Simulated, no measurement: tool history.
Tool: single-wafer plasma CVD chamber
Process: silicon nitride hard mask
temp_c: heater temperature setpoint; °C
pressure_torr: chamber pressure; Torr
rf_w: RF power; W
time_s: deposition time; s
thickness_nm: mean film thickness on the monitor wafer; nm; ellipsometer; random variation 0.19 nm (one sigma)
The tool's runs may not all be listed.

| run | hour | temp_c | pressure_torr | rf_w | time_s | thickness_nm |
|---|---|---|---|---|---|---|
| 1 | 0.0 | 405 | 1.96 | 380 | 50.8 | 73.220 |
| 2 | 1.3 | 405 | 1.96 | 380 | 48.6 | 69.733 |
| 3 | 2.9 | 405 | 1.65 | 380 | 48.6 | 67.437 |
| 4 | 3.9 | 405 | 1.65 | 380 | 48.6 | 67.232 |
| 5 | 9.3 | 405 | 1.61 | 375 | 48.6 | 66.408 |
| 6 | 12.0 | 405 | 1.61 | 375 | 48.6 | 66.646 |

Run 7 comes next. What will it give?
| 7 | 13.2 | 405 | 1.58 | 370 | 48.6 | ? |

Run 7 gave thickness_nm 65.910 nm.
